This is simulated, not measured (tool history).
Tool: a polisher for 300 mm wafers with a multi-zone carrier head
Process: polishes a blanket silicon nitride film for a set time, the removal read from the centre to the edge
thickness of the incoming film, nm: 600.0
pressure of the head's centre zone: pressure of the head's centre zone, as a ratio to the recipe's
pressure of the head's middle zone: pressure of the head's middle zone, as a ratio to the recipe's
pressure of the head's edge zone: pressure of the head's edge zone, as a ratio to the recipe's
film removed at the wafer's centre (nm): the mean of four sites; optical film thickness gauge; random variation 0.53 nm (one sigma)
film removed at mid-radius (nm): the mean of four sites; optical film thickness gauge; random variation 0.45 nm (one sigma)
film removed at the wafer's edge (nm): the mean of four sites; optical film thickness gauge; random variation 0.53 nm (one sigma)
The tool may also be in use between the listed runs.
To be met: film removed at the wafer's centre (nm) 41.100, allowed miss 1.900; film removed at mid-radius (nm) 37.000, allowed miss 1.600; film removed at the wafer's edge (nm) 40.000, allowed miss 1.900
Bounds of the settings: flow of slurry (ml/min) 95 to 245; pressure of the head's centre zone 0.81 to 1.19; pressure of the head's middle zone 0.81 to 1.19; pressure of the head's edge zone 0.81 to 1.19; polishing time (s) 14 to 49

run	hour	flow of slurry (ml/min)	pressure of the head's centre zone	pressure of the head's middle zone	pressure of the head's edge zone	polishing time (s)	film removed at the wafer's centre (nm)	film removed at mid-radius (nm)	film removed at the wafer's edge (nm)
1	0.0	155	1.00	1.00	1.00	31	54.370	56.237	54.768
2	4.9	150	1.00	0.95	0.98	28	48.571	47.494	50.465
3	12.3	150	1.00	0.99	0.98	28	47.987	49.317	49.672
4	17.7	150	1.00	0.99	0.95	28	48.089	49.448	48.538
5	24.4	150	1.03	0.99	0.95	28	50.368	49.370	47.465
6	29.9	150	1.03	0.99	1.02	28	49.921	49.299	49.672
7	31.5	140	1.04	0.97	1.00	26	47.271	43.507	45.610
8	33.9	130	1.03	0.96	0.98	25	43.181	41.329	42.316
9	39.6	120	1.03	0.94	0.98	25	41.627	38.761	42.129

5 next moves are on the table. One of them brings every result within its allowed miss. Which?
A	45.3	135	1.04	1.02	0.97	23	?	?	?
B	45.3	105	0.97	0.98	1.02	26	?	?	?
C	45.3	120	1.01	0.86	1.07	25	?	?	?
D	45.3	120	1.04	0.89	0.88	24	?	?	?
E	45.3	125	0.95	0.81	0.99	26	?	?	?

move	film removed at the wafer's centre (nm)	film removed at mid-radius (nm)	film removed at the wafer's edge (nm)
A	40.456	40.335	39.332
B	39.331	41.114	43.096
C	41.203	36.890	43.369
D	40.747	36.433	39.016
E	40.780	36.947	44.285
A: brings the result that was furthest off to its target, and leaves another outside
B: further off than the last run
C: further off than the last run
D: meets every target
E: further off than the last run
The right move is D.
